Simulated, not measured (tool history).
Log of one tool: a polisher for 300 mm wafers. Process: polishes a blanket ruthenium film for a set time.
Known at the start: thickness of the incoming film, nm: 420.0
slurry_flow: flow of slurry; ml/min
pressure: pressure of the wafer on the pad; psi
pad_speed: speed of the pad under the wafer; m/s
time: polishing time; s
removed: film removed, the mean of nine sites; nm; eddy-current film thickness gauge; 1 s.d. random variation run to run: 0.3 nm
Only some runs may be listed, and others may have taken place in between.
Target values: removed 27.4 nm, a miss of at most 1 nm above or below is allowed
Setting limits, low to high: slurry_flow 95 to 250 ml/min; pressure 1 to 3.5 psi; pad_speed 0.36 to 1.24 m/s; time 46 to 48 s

Run 1, day 0: slurry_flow 160 ml/min, pressure 2.2 psi, pad_speed 0.8 m/s, time 46 s. Result: removed 44.846 nm.
Run 2, day 0.079: slurry_flow 160 ml/min, pressure 2.2 psi, pad_speed 0.96 m/s, time 46 s. Result: removed 52.764 nm.
Run 3, day 0.146: slurry_flow 155 ml/min, pressure 1.8 psi, pad_speed 0.94 m/s, time 46 s. Result: removed 42.967 nm.
Run 4, day 0.371: slurry_flow 155 ml/min, pressure 1.8 psi, pad_speed 1.08 m/s, time 46 s. Result: removed 48.163 nm.
Run 5, day 0.583: slurry_flow 155 ml/min, pressure 1.8 psi, pad_speed 1.08 m/s, time 48 s. Result: removed 51.117 nm.
Run 6, day 0.846: slurry_flow 150 ml/min, pressure 1.5 psi, pad_speed 1 m/s, time 48 s. Result: removed 39.815 nm.
Run 7, day 1.208: slurry_flow 145 ml/min, pressure 1.3 psi, pad_speed 0.98 m/s, time 48 s. Result: removed 34.041 nm.
Run 8, day 1.508: slurry_flow 135 ml/min, pressure 1.2 psi, pad_speed 0.98 m/s, time 48 s. Result: removed 31.289 nm.
Run 9, day 1.554: slurry_flow 125 ml/min, pressure 1.2 psi, pad_speed 0.98 m/s, time 48 s. Result: removed 30.858 nm.
Run 10, day 1.8: slurry_flow 120 ml/min, pressure 1.2 psi, pad_speed 0.98 m/s, time 48 s. Result: removed 30.917 nm.

Of the 5 settings listed for the next run, only one would bring every result within its allowed miss of target. Which one?
Run A, day 2.046: slurry_flow 130 ml/min, pressure 1.6 psi, pad_speed 0.9 m/s, time 46 s. Result: removed ?.
Run B, day 2.046: slurry_flow 150 ml/min, pressure 1.1 psi, pad_speed 0.96 m/s, time 46 s. Result: removed ?.
Run C, day 2.046: slurry_flow 130 ml/min, pressure 1.4 psi, pad_speed 1 m/s, time 47 s. Result: removed ?.
Run D, day 2.046: slurry_flow 130 ml/min, pressure 1.1 psi, pad_speed 1.06 m/s, time 47 s. Result: removed ?.
Run E, day 2.046: slurry_flow 130 ml/min, pressure 1.3 psi, pad_speed 0.98 m/s, time 47 s. Result: removed ?.

move  removed
   A   35.841
   B   27.105
   C   35.548
   D   29.868
   E   32.508
A: its largest miss is bigger than the last run's
B: all results in spec
C: its largest miss is bigger than the last run's
D: better than the last run, though not everything is in spec
E: its largest miss is bigger than the last run's
Answer: B
